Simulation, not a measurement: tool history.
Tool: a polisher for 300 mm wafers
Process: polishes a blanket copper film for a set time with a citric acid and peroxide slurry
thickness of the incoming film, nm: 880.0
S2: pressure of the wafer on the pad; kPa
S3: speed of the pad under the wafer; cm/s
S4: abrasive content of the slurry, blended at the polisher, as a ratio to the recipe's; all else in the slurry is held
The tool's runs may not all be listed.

{"run": 1, "day": 0.0, "flow of slurry (ml/min)": 310, "S2": 21.4, "S3": 92, "S4": 1, "polishing time (s)": 122, "film removed (Å)": 2561.6}
{"run": 2, "day": 0.246, "flow of slurry (ml/min)": 310, "S2": 17.9, "S3": 88, "S4": 1, "polishing time (s)": 122, "film removed (Å)": 2189.4}
{"run": 3, "day": 0.446, "flow of slurry (ml/min)": 310, "S2": 17.9, "S3": 88, "S4": 1, "polishing time (s)": 128, "film removed (Å)": 2324.4}
{"run": 4, "day": 0.721, "flow of slurry (ml/min)": 310, "S2": 15.9, "S3": 82, "S4": 1, "polishing time (s)": 128, "film removed (Å)": 1979.9}
{"run": 5, "day": 0.792, "flow of slurry (ml/min)": 310, "S2": 15.9, "S3": 62, "S4": 1, "polishing time (s)": 128, "film removed (Å)": 1685.1}
{"run": 6, "day": 0.946, "flow of slurry (ml/min)": 310, "S2": 15.9, "S3": 62, "S4": 0.85, "polishing time (s)": 128, "film removed (Å)": 1589.3}
{"run": 7, "day": 1.225, "flow of slurry (ml/min)": 310, "S2": 14.5, "S3": 62, "S4": 0.85, "polishing time (s)": 128, "film removed (Å)": 1499.1}
{"run": 8, "day": 1.542, "flow of slurry (ml/min)": 310, "S2": 13.8, "S3": 62, "S4": 0.85, "polishing time (s)": 128, "film removed (Å)": 1438.7}

Forecast run 9:
{"run": 9, "day": 1.592, "flow of slurry (ml/min)": 310, "S2": 13.1, "S3": 62, "S4": 0.85, "polishing time (s)": 128, "film removed (Å)": "?"}

film removed (Å): 1383.4
